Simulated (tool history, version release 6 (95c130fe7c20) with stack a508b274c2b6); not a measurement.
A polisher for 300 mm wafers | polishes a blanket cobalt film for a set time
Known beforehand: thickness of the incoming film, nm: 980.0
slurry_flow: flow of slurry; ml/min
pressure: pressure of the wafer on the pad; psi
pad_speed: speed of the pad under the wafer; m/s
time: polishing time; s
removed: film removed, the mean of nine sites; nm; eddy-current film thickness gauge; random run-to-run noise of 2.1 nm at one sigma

| run | day | slurry_flow | pressure | pad_speed | time | removed |
|---|---|---|---|---|---|---|
| 1 | 0.000 | 310 | 2.5 | 0.92 | 76 | 423.00 |
| 2 | 0.146 | 280 | 2.5 | 0.92 | 76 | 418.65 |
| 3 | 0.321 | 280 | 2.2 | 0.88 | 76 | 367.42 |
| 4 | 0.517 | 335 | 2.2 | 0.88 | 76 | 369.01 |
| 5 | 0.571 | 335 | 1.9 | 0.82 | 76 | 304.06 |
| 6 | 0.704 | 335 | 2.3 | 0.82 | 76 | 355.91 |
| 7 | 1.067 | 335 | 2.0 | 0.78 | 76 | 310.07 |
| 8 | 1.396 | 335 | 1.8 | 0.74 | 76 | 267.05 |
| 9 | 1.512 | 335 | 1.6 | 0.72 | 76 | 234.84 |
| 10 | 1.746 | 335 | 1.5 | 0.72 | 76 | 225.03 |
| 11 | 1.892 | 335 | 1.4 | 0.72 | 76 | 208.65 |

Expected results for the next run?
| 12 | 1.967 | 335 | 1.2 | 0.72 | 76 | ? |

For run 12 the tool returned removed 185.22 nm.
